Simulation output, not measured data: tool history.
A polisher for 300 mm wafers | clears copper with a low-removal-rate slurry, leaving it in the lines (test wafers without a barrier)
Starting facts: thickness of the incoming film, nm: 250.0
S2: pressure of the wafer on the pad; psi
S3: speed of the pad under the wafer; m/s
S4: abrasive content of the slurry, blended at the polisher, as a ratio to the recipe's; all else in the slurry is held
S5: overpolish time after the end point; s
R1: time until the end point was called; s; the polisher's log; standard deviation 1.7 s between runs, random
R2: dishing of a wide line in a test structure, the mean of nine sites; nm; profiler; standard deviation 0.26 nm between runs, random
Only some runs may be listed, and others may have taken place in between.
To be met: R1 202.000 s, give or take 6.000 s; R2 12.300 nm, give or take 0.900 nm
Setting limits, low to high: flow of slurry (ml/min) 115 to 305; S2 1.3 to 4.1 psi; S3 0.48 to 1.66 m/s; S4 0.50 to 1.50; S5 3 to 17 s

run 1 hour=0.0 | flow_of_slurry_(ml/min)=195 S2=2.7 S3=1.06 S4=1.00 S5=9 | R1=92.087 R2=20.801
run 2 hour=0.5 | flow_of_slurry_(ml/min)=195 S2=2.7 S3=1.06 S4=1.00 S5=6 | R1=92.207 R2=14.803
run 3 hour=3.4 | flow_of_slurry_(ml/min)=195 S2=2.7 S3=1.06 S4=1.00 S5=9 | R1=91.489 R2=21.519
run 4 hour=4.7 | flow_of_slurry_(ml/min)=195 S2=2.7 S3=1.06 S4=0.90 S5=9 | R1=95.178 R2=20.863
run 5 hour=13.0 | flow_of_slurry_(ml/min)=195 S2=2.7 S3=0.94 S4=0.90 S5=9 | R1=108.280 R2=18.199
run 6 hour=14.9 | flow_of_slurry_(ml/min)=195 S2=2.7 S3=0.94 S4=0.90 S5=11 | R1=106.060 R2=23.201
run 7 hour=17.2 | flow_of_slurry_(ml/min)=190 S2=2.4 S3=0.92 S4=0.90 S5=11 | R1=122.000 R2=19.608
run 8 hour=23.5 | flow_of_slurry_(ml/min)=185 S2=2.2 S3=0.90 S4=0.90 S5=11 | R1=137.840 R2=17.965
run 9 hour=28.8 | flow_of_slurry_(ml/min)=180 S2=2.0 S3=0.90 S4=0.90 S5=11 | R1=151.730 R2=16.511
run 10 hour=33.2 | flow_of_slurry_(ml/min)=175 S2=1.9 S3=0.90 S4=0.90 S5=11 | R1=158.450 R2=15.882
run 11 hour=40.9 | flow_of_slurry_(ml/min)=170 S2=1.8 S3=0.90 S4=0.90 S5=11 | R1=163.870 R2=15.641
run 12 hour=49.4 | flow_of_slurry_(ml/min)=170 S2=1.7 S3=0.90 S4=0.90 S5=11 | R1=172.070 R2=13.813
run 13 hour=56.8 | flow_of_slurry_(ml/min)=150 S2=1.3 S3=0.88 S4=0.90 S5=12 | R1=227.440 R2=12.063
-- hour=64.7 slurry blender recalibrated
run 14 hour=64.7 | flow_of_slurry_(ml/min)=160 S2=1.3 S3=0.88 S4=0.90 S5=12 | R1=208.480 R2=13.353

Exercise: of the 5 proposed moves below, exactly one satisfies all targets within the stated allowed misses. Which move is it?
run A hour=72.6 | flow_of_slurry_(ml/min)=125 S2=1.5 S3=0.76 S4=1.05 S5=14 | R1=? R2=?
run B hour=72.6 | flow_of_slurry_(ml/min)=140 S2=1.3 S3=0.86 S4=0.95 S5=14 | R1=? R2=?
run C hour=72.6 | flow_of_slurry_(ml/min)=125 S2=1.4 S3=0.90 S4=0.80 S5=15 | R1=? R2=?
run D hour=72.6 | flow_of_slurry_(ml/min)=120 S2=1.5 S3=0.82 S4=0.80 S5=13 | R1=? R2=?
run E hour=72.6 | flow_of_slurry_(ml/min)=115 S2=1.3 S3=1.02 S4=0.80 S5=11 | R1=? R2=?

move=A R1=217.500 R2=14.622
move=B R1=219.020 R2=14.466
move=C R1=212.670 R2=15.879
move=D R1=221.470 R2=13.417
move=E R1=204.790 R2=12.301
A: lands further from the targets than the last run did
B: lands further from the targets than the last run did
C: lands further from the targets than the last run did
D: lands further from the targets than the last run did
E: all results land within tolerance of their targets
So the answer is move E, the one that meets all the targets.
